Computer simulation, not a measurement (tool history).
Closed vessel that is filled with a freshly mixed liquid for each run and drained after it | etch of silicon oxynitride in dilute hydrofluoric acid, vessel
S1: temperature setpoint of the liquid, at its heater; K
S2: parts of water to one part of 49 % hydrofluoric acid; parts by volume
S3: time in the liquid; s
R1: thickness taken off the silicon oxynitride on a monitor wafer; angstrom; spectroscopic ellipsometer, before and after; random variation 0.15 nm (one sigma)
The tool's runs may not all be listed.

Run 1, day 0: S1 297.15 K, S2 255 parts by volume, S3 2640 s. Result: R1 281.53 angstrom.
Run 2, day 0.158: S1 295.65 K, S2 275 parts by volume, S3 2640 s. Result: R1 244.72 angstrom.
Run 3, day 0.346: S1 294.65 K, S2 290 parts by volume, S3 2640 s. Result: R1 220.44 angstrom.
Run 4, day 0.388: S1 293.65 K, S2 305 parts by volume, S3 2640 s. Result: R1 195.41 angstrom.
Run 5, day 0.483: S1 292.65 K, S2 310 parts by volume, S3 2640 s. Result: R1 182.44 angstrom.
Run 6, day 0.812: S1 294.15 K, S2 310 parts by volume, S3 2640 s. Result: R1 197.41 angstrom.
Run 7, day 1.038: S1 293.15 K, S2 315 parts by volume, S3 2640 s. Result: R1 183.95 angstrom.
Run 8, day 1.179: S1 292.65 K, S2 320 parts by volume, S3 2640 s. Result: R1 174.69 angstrom.

Run 9 comes next. What will it give?
Run 9, day 1.538: S1 292.15 K, S2 320 parts by volume, S3 2640 s. Result: R1 ?.

Run 9 gave R1 173.84 angstrom.
